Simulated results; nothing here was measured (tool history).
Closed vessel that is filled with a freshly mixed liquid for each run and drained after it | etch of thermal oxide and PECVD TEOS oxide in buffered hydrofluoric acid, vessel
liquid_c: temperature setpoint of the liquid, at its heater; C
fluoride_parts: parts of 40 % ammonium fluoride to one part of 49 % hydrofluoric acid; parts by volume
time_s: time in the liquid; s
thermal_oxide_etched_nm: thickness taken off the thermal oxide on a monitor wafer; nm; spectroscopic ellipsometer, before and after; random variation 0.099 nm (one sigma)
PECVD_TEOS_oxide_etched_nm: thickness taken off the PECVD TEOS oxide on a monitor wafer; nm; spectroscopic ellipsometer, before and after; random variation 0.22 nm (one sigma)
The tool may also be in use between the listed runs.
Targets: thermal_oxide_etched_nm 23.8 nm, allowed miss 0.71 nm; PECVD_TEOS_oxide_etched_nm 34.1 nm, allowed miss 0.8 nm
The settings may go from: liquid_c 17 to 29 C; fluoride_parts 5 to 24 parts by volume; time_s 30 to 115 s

{"run": 1, "hour": 0.0, "liquid_c": 21, "fluoride_parts": 14.5, "time_s": 60, "thermal_oxide_etched_nm": 41.434, "PECVD_TEOS_oxide_etched_nm": 59.18}
{"run": 2, "hour": 6.9, "liquid_c": 20, "fluoride_parts": 16, "time_s": 60, "thermal_oxide_etched_nm": 35.458, "PECVD_TEOS_oxide_etched_nm": 50.21}
{"run": 3, "hour": 9.6, "liquid_c": 21.5, "fluoride_parts": 16, "time_s": 60, "thermal_oxide_etched_nm": 38.562, "PECVD_TEOS_oxide_etched_nm": 55.708}
{"run": 4, "hour": 15.9, "liquid_c": 21.5, "fluoride_parts": 18.5, "time_s": 60, "thermal_oxide_etched_nm": 33.349, "PECVD_TEOS_oxide_etched_nm": 48.471}
{"run": 5, "hour": 18.8, "liquid_c": 20.5, "fluoride_parts": 19, "time_s": 60, "thermal_oxide_etched_nm": 30.784, "PECVD_TEOS_oxide_etched_nm": 43.806}
{"run": 6, "hour": 20.7, "liquid_c": 20, "fluoride_parts": 19.5, "time_s": 60, "thermal_oxide_etched_nm": 29.25, "PECVD_TEOS_oxide_etched_nm": 42.086}
{"run": 7, "hour": 21.8, "liquid_c": 19, "fluoride_parts": 20, "time_s": 60, "thermal_oxide_etched_nm": 27.11, "PECVD_TEOS_oxide_etched_nm": 38.784}
{"run": 8, "hour": 25.3, "liquid_c": 18.5, "fluoride_parts": 20, "time_s": 60, "thermal_oxide_etched_nm": 26.152, "PECVD_TEOS_oxide_etched_nm": 37.676}

Which of these 4 next moves meets every target?
{"run": "A", "hour": 28.8, "liquid_c": 17, "fluoride_parts": 15, "time_s": 45, "thermal_oxide_etched_nm": "?", "PECVD_TEOS_oxide_etched_nm": "?"}
{"run": "B", "hour": 28.8, "liquid_c": 17.5, "fluoride_parts": 18.5, "time_s": 50, "thermal_oxide_etched_nm": "?", "PECVD_TEOS_oxide_etched_nm": "?"}
{"run": "C", "hour": 28.8, "liquid_c": 17, "fluoride_parts": 19, "time_s": 60, "thermal_oxide_etched_nm": "?", "PECVD_TEOS_oxide_etched_nm": "?"}
{"run": "D", "hour": 28.8, "liquid_c": 17, "fluoride_parts": 18, "time_s": 50, "thermal_oxide_etched_nm": "?", "PECVD_TEOS_oxide_etched_nm": "?"}

move=A thermal_oxide_etched_nm=23.939 PECVD_TEOS_oxide_etched_nm=34.457
move=B thermal_oxide_etched_nm=22.255 PECVD_TEOS_oxide_etched_nm=32.033
move=C thermal_oxide_etched_nm=25.278 PECVD_TEOS_oxide_etched_nm=36.384
move=D thermal_oxide_etched_nm=22.222 PECVD_TEOS_oxide_etched_nm=31.985
A: meets every target
B: takes the result that was furthest off past its target
C: nearer than the last run, and not there yet
D: takes the result that was furthest off past its target
The right move is A.
